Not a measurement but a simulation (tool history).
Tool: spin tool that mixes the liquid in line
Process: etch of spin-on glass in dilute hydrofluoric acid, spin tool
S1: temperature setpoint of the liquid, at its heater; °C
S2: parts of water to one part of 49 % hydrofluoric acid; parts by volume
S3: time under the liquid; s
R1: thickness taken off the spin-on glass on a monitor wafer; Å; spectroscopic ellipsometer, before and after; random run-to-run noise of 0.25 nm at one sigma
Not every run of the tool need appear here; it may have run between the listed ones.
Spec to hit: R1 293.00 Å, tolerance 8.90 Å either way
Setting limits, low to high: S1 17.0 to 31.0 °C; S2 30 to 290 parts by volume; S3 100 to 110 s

run    day    S1   S2   S3      R1
  1  0.000  23.0  160  100  157.37
  2  0.204  23.0  160  100  154.62
  3  0.479  25.0  145  100  187.93
  4  0.704  25.0  110  100  261.68
  5  0.862  26.5  110  100  273.12
  6  0.992  26.5  135  100  218.18
     1.158  -- hydrofluoric acid flow meter replaced
  7  1.158  30.5  115  100  348.88
  8  1.275  29.5  115  100  333.13
  9  1.354  29.0  115  100  326.92
 10  1.388  28.5  115  100  320.70
 11  1.475  28.0  115  100  313.38
 12  1.667  27.5  115  100  305.27

Exercise: of the 5 proposed moves below, exactly one satisfies all targets within the stated allowed misses. Which move is it?
  A  1.858  30.0  115  100   ?
  B  1.858  27.5  115  105   ?
  C  1.858  25.0  110  100   ?
  D  1.858  28.0  105  100   ?
  E  1.858  23.0  105  110   ?

move      R1
   A  334.59
   B  319.91
   C  291.19
   D  344.61
   E  312.02
A: lands further from the targets than the last run did
B: lands further from the targets than the last run did
C: each result inside its tolerance
D: lands further from the targets than the last run did
E: lands further from the targets than the last run did
C meets every target.

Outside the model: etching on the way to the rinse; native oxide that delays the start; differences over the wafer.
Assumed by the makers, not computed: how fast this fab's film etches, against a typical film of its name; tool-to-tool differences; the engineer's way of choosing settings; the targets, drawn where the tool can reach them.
